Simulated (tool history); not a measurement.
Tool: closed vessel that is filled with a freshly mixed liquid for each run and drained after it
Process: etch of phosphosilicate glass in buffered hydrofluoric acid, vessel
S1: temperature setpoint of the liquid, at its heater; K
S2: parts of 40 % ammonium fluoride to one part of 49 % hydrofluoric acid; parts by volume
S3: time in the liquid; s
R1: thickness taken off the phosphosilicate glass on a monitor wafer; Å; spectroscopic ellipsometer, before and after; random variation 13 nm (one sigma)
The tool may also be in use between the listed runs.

run    day      S1    S2   S3      R1
  1  0.000  297.15  11.0  100  5375.5
  2  0.058  299.15  11.0  100  6141.8
  3  0.388  300.65   9.5  100  7395.5
  4  0.729  300.65  11.0  100  6512.7
  5  1.038  301.65   9.5  100  7780.5
  6  1.162  301.65  11.5  100  6537.6

The next listed run, before its measurement:
  7  1.267  302.65  10.0  100   ?

Run 7 gave R1 7913.1 Å.

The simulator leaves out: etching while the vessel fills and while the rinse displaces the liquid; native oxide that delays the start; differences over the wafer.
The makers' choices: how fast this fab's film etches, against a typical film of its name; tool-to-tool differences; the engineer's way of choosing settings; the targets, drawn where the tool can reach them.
